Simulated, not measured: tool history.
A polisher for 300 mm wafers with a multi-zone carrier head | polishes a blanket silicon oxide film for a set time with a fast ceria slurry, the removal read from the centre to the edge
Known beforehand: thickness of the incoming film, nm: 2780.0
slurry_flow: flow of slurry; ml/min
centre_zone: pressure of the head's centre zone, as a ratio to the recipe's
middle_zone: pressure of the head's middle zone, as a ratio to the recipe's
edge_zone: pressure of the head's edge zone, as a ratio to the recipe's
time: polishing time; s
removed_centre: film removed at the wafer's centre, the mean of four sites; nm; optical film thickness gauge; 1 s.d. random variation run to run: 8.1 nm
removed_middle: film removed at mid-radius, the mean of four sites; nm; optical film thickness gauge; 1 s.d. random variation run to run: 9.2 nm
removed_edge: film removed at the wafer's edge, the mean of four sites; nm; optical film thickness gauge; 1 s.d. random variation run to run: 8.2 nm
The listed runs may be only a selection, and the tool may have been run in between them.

run,day,slurry_flow,centre_zone,middle_zone,edge_zone,time,removed_centre,removed_middle,removed_edge
1,0.000,300,1.00,1.00,1.00,67,810.11,822.12,843.17
2,0.300,300,1.01,0.98,0.98,66,809.26,841.97,833.30
3,0.596,300,1.01,0.98,0.90,66,808.57,820.82,795.38
4,0.671,295,1.02,0.95,0.90,65,828.71,791.59,781.41
5,0.762,295,1.02,1.00,0.90,65,814.14,818.96,796.95
6,1.092,285,1.02,0.97,0.92,64,786.84,791.54,773.72
7,1.304,285,1.02,0.97,0.92,64,789.61,778.14,786.05
8,1.646,280,1.02,0.95,0.91,63,798.43,754.72,763.32
9,1.762,270,0.99,0.85,0.93,59,701.89,644.74,715.39

Run 10, settings as shown, results not yet in. Your forecast:
10,2.096,270,0.99,0.85,0.93,59,?,?,?

removed_centre: 690.59 nm
removed_middle: 647.76 nm
removed_edge: 725.37 nm
